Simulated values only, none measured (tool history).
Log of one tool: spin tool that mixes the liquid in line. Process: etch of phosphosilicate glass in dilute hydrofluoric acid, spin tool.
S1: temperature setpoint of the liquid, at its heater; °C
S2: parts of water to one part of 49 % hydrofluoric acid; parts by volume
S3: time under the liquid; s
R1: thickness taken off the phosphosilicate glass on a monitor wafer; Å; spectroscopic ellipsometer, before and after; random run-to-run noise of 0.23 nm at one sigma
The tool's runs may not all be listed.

run 1 hour=0.0 | S1=21.0 S2=80 S3=50 | R1=561.60
run 2 hour=8.8 | S1=21.0 S2=80 S3=55 | R1=625.22
run 3 hour=10.2 | S1=20.0 S2=80 S3=55 | R1=589.40
run 4 hour=14.7 | S1=19.5 S2=80 S3=55 | R1=582.85
run 5 hour=22.5 | S1=19.5 S2=55 S3=55 | R1=872.96
run 6 hour=25.0 | S1=19.5 S2=55 S3=50 | R1=791.17
run 7 hour=31.3 | S1=18.5 S2=60 S3=50 | R1=691.08
run 8 hour=39.0 | S1=18.0 S2=65 S3=50 | R1=622.04

What will run 9 give?
run 9 hour=43.4 | S1=17.5 S2=70 S3=50 | R1=?

Logged for run 9: R1 560.53 Å.

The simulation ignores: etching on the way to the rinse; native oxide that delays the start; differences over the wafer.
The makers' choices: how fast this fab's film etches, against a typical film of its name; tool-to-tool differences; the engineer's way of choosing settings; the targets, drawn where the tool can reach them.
